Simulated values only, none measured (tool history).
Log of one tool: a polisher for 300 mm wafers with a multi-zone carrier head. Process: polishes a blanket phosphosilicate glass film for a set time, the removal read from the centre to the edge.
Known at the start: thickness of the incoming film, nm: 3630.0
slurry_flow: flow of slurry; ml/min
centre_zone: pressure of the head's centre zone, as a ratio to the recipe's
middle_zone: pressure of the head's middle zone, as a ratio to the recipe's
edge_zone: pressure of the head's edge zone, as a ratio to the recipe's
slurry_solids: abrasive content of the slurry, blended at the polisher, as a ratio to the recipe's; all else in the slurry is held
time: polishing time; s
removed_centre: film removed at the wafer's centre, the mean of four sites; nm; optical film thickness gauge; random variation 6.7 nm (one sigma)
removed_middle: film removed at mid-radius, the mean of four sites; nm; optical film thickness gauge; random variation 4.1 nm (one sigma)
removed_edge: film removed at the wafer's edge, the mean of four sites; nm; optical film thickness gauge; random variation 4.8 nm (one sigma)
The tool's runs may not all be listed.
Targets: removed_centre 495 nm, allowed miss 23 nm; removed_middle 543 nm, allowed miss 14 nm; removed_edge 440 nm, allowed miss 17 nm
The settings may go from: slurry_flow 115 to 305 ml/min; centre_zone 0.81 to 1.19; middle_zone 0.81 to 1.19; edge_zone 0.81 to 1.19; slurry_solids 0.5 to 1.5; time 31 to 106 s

run,hour,slurry_flow,centre_zone,middle_zone,edge_zone,slurry_solids,time,removed_centre,removed_middle,removed_edge
1,0,195,1,1,1,1,68,432.31,440.14,423.28
2,1.3,215,1.02,1.05,0.99,1,68,439.36,464.58,427.71
3,7.3,225,1.05,1.09,0.97,1,68,458.76,477.47,428.72
4,16,235,1.06,1.12,0.95,1,68,454.22,495.39,426.81
5,18.3,235,1.06,1.12,0.95,1,85,580.17,620.41,540.1
6,26,220,1.06,1.12,0.91,0.95,85,573.47,605.78,509.33
7,34.7,170,0.96,1.07,0.81,0.8,85,456.41,511.51,424.47
8,41.7,185,0.98,1.08,0.81,0.8,85,473.15,518.91,437.66

5 next moves are on the table. One of them brings every result within its allowed miss. Which?
A,48.7,115,1.06,1.14,0.81,0.85,90,?,?,?
B,48.7,215,0.94,1.01,0.81,1,77,?,?,?
C,48.7,190,0.91,1.13,0.82,0.85,83,?,?,?
D,48.7,160,1.1,1.07,0.81,0.8,83,?,?,?
E,48.7,180,1.08,0.99,0.84,0.9,80,?,?,?

move,removed_centre,removed_middle,removed_edge
A,497.73,551.21,448.08
B,479.45,515.08,449.34
C,459.63,554.92,444.51
D,492.91,499.96,420.71
E,507.62,488.29,443.34
A: meets every target
B: further off than the last run
C: brings the result that was furthest off to its target, and leaves another outside
D: further off than the last run
E: further off than the last run
The right move is A.
